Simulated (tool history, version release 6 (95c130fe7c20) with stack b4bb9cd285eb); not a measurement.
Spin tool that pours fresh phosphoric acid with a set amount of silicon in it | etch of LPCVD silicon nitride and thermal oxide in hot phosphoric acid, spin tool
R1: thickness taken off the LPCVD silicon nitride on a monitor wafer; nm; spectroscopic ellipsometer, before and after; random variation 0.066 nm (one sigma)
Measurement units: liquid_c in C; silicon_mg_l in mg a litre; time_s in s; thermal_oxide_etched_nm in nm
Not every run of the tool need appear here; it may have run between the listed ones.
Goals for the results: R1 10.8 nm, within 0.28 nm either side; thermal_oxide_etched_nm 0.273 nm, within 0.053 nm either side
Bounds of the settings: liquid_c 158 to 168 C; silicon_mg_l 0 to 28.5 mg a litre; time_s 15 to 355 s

Run 1, hour 0: liquid_c 163 C, silicon_mg_l 12.5 mg a litre, time_s 180 s. Result: R1 18.713 nm, thermal_oxide_etched_nm 0.47969 nm.
Run 2, hour 1.4: liquid_c 162.5 C, silicon_mg_l 12 mg a litre, time_s 170 s. Result: R1 17.267 nm, thermal_oxide_etched_nm 0.42353 nm.
Run 3, hour 7.2: liquid_c 163.5 C, silicon_mg_l 12 mg a litre, time_s 170 s. Result: R1 18.084 nm, thermal_oxide_etched_nm 0.41695 nm.
Run 4, hour 12.8: liquid_c 163.5 C, silicon_mg_l 12 mg a litre, time_s 95 s. Result: R1 9.9838 nm, thermal_oxide_etched_nm 0.25805 nm.
Run 5, hour 21.9: liquid_c 162 C, silicon_mg_l 12 mg a litre, time_s 95 s. Result: R1 9.608 nm, thermal_oxide_etched_nm 0.24819 nm.
Run 6, hour 29.4: liquid_c 162.5 C, silicon_mg_l 12 mg a litre, time_s 95 s. Result: R1 9.7036 nm, thermal_oxide_etched_nm 0.23709 nm.
Run 7, hour 31.7: liquid_c 163 C, silicon_mg_l 12 mg a litre, time_s 95 s. Result: R1 9.7953 nm, thermal_oxide_etched_nm 0.26268 nm.
Run 8, hour 33: liquid_c 163 C, silicon_mg_l 12.5 mg a litre, time_s 95 s. Result: R1 9.8009 nm, thermal_oxide_etched_nm 0.26462 nm.
Run 9, hour 36.5: liquid_c 163 C, silicon_mg_l 12 mg a litre, time_s 100 s. Result: R1 10.412 nm, thermal_oxide_etched_nm 0.27646 nm.
Run 10, hour 45.5: liquid_c 163 C, silicon_mg_l 12 mg a litre, time_s 100 s. Result: R1 10.348 nm, thermal_oxide_etched_nm 0.26771 nm.
Run 11, hour 50.4: liquid_c 164 C, silicon_mg_l 14.5 mg a litre, time_s 105 s. Result: R1 11.321 nm, thermal_oxide_etched_nm 0.27293 nm.

Next run, 4 choices. One meets every target within its allowed miss, the rest don't. Which?
Run A, hour 55.3: liquid_c 163 C, silicon_mg_l 24.5 mg a litre, time_s 100 s. Result: R1 ?, thermal_oxide_etched_nm ?.
Run B, hour 55.3: liquid_c 162.5 C, silicon_mg_l 28.5 mg a litre, time_s 105 s. Result: R1 ?, thermal_oxide_etched_nm ?.
Run C, hour 55.3: liquid_c 163.5 C, silicon_mg_l 14.5 mg a litre, time_s 115 s. Result: R1 ?, thermal_oxide_etched_nm ?.
Run D, hour 55.3: liquid_c 164.5 C, silicon_mg_l 15.5 mg a litre, time_s 100 s. Result: R1 ?, thermal_oxide_etched_nm ?.

move      R1  thermal_oxide_etched_nm
   A  10.389                  0.18476
   B  10.729                   0.1625
   C  12.147                  0.29263
   D  10.917                   0.2669
A: carries the result that was furthest off beyond its target, to the other side
B: brings the result that was furthest off to its target, and leaves another outside
C: further off than the last run
D: every result within its allowed miss
Answer: D

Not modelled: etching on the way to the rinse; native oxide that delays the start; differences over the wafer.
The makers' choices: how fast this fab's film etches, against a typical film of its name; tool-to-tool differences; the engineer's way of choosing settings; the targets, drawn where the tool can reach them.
